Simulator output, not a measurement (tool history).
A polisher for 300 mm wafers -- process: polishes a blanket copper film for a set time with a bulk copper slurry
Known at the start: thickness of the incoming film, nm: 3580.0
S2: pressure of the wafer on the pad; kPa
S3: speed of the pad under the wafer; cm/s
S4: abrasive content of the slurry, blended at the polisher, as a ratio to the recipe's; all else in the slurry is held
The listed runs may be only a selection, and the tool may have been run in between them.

run 1 day=0 | flow_of_slurry_(ml/min)=255 S2=16.5 S3=120 S4=1 polishing_time_(s)=105 | film_removed_(angstrom)=10594
run 2 day=0.346 | flow_of_slurry_(ml/min)=195 S2=16.5 S3=120 S4=1 polishing_time_(s)=105 | film_removed_(angstrom)=10323
run 3 day=0.7 | flow_of_slurry_(ml/min)=195 S2=16.5 S3=120 S4=0.8 polishing_time_(s)=105 | film_removed_(angstrom)=9720.1
run 4 day=1.05 | flow_of_slurry_(ml/min)=195 S2=14.5 S3=120 S4=0.8 polishing_time_(s)=105 | film_removed_(angstrom)=8527.8
run 5 day=1.117 | flow_of_slurry_(ml/min)=195 S2=13.1 S3=120 S4=0.8 polishing_time_(s)=105 | film_removed_(angstrom)=7791.3
run 6 day=1.45 | flow_of_slurry_(ml/min)=245 S2=13.1 S3=120 S4=0.8 polishing_time_(s)=105 | film_removed_(angstrom)=8025.8
run 7 day=1.8 | flow_of_slurry_(ml/min)=240 S2=11.7 S3=120 S4=0.8 polishing_time_(s)=105 | film_removed_(angstrom)=7132.4

For run 8, what comes out?
run 8 day=1.979 | flow_of_slurry_(ml/min)=210 S2=9 S3=120 S4=0.8 polishing_time_(s)=105 | film_removed_(angstrom)=?

{"run 8": {"film removed (angstrom)": 5407}}
